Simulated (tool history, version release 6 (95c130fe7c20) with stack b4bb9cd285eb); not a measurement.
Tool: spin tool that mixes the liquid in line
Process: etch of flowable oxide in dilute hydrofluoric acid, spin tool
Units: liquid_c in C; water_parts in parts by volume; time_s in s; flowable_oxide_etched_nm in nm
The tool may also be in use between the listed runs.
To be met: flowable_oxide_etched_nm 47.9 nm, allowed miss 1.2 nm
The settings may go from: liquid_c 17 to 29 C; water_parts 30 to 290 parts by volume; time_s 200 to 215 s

run	hour	liquid_c	water_parts	time_s	flowable_oxide_etched_nm
1	0	21	160	200	23.706
2	3.1	23.5	145	200	29.262
3	4.9	23.5	185	200	22.224
4	11.9	23.5	185	200	22.125
5	19.7	23.5	185	215	23.819
6	22.3	25	165	215	28.686
7	29.8	26	145	215	34.886
8	37.6	27	135	215	39.38
9	44.3	27.5	130	215	41.502
10	46.5	28	125	215	44.293
11	48.3	28.5	125	215	45.315

Which of these 5 next moves meets every target?
A	50.1	29	115	215	?
B	50.1	27	105	205	?
C	50.1	25	100	200	?
D	50.1	29	135	215	?
E	50.1	29	130	205	?

move	flowable_oxide_etched_nm
A	50.995
B	50.028
C	47.725
D	42.301
E	42.161
A: takes the result that was furthest off past its target
B: takes the result that was furthest off past its target
C: meets every target
D: further off than the last run
E: further off than the last run
The right move is C.
